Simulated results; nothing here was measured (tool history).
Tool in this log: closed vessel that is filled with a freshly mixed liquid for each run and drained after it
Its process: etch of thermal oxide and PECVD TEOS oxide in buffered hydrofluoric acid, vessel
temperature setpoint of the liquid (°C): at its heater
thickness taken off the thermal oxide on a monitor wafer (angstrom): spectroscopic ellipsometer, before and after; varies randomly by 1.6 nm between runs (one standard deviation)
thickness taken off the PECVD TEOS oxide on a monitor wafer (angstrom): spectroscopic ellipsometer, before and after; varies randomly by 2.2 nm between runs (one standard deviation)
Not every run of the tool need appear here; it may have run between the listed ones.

run  hour  temperature setpoint of the liquid (°C)  parts of 40 % ammonium fluoride to one part of 49 % hydrofluoric acid (parts by volume)  time in the liquid (s)  thickness taken off the thermal oxide on a monitor wafer (angstrom)  thickness taken off the PECVD TEOS oxide on a monitor wafer (angstrom)
  1     0                                       25                                                                                        8                      60                                                               861.26                                                                  1377.3
  2   2.2                                     25.5                                                                                      7.5                      60                                                               957.68                                                                  1540.9
  3   6.9                                     25.5                                                                                      8.5                      60                                                               834.09                                                                  1360.5
  4   8.8                                     25.5                                                                                      6.5                      60                                                               1088.1                                                                  1804.8
  5  10.6                                     25.5                                                                                      5.5                      60                                                               1294.2                                                                  2093.1
  6  15.4                                       26                                                                                      5.5                      60                                                               1315.1                                                                  2160.9

What will run 7 give?
  7  24.4                                     26.5                                                                                      5.5                      60                                                                    ?                                                                       ?

{"run 7": {"thickness taken off the thermal oxide on a monitor wafer (angstrom)": 1340.9, "thickness taken off the PECVD TEOS oxide on a monitor wafer (angstrom)": 2179.4}}
